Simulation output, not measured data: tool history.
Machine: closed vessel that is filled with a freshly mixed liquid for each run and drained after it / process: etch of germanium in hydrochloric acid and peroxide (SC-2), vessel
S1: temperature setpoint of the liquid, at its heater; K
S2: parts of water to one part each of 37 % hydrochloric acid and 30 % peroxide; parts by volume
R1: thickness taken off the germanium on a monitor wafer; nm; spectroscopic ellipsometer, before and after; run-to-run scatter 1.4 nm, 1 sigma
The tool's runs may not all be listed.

Run 1, hour 0.0: S1 322.15 K, S2 9.5 parts by volume, time in the liquid (s) 90. Result: R1 235.48 nm.
Run 2, hour 0.9: S1 322.65 K, S2 9.5 parts by volume, time in the liquid (s) 90. Result: R1 240.92 nm.
Run 3, hour 10.1: S1 322.65 K, S2 10.5 parts by volume, time in the liquid (s) 90. Result: R1 239.66 nm.
Run 4, hour 16.8: S1 322.65 K, S2 7.0 parts by volume, time in the liquid (s) 90. Result: R1 243.87 nm.
Run 5, hour 20.7: S1 322.65 K, S2 5.5 parts by volume, time in the liquid (s) 90. Result: R1 248.79 nm.
Run 6, hour 23.5: S1 322.65 K, S2 4.0 parts by volume, time in the liquid (s) 90. Result: R1 251.82 nm.

Predict the results of run 7:
Run 7, hour 27.1: S1 322.65 K, S2 4.0 parts by volume, time in the liquid (s) 90. Result: R1 ?.

{"run 7": {"R1": 250.33}}
